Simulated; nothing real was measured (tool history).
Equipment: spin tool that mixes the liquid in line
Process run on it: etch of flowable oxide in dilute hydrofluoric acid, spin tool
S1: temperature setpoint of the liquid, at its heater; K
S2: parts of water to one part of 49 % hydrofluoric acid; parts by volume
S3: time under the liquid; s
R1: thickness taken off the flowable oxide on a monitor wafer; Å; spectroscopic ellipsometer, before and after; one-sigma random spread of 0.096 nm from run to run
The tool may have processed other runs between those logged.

run 1 hour=0 | S1=298.15 S2=70 S3=15 | R1=107.41
run 2 hour=7.9 | S1=298.15 S2=70 S3=15 | R1=107.03
run 3 hour=8.8 | S1=300.15 S2=60 S3=15 | R1=137.22
run 4 hour=11.3 | S1=297.15 S2=60 S3=15 | R1=120.93
run 5 hour=13.5 | S1=299.15 S2=55 S3=15 | R1=144.91
run 6 hour=15 | S1=297.65 S2=55 S3=15 | R1=136.47
run 7 hour=22.6 | S1=299.65 S2=50 S3=15 | R1=164.05
run 8 hour=31.2 | S1=301.15 S2=50 S3=15 | R1=173.35
run 9 hour=31.9 | S1=305.15 S2=40 S3=15 | R1=256.94

Forecast run 10:
run 10 hour=33.6 | S1=304.65 S2=40 S3=15 | R1=?

Run 10 gave R1 252.18 Å.
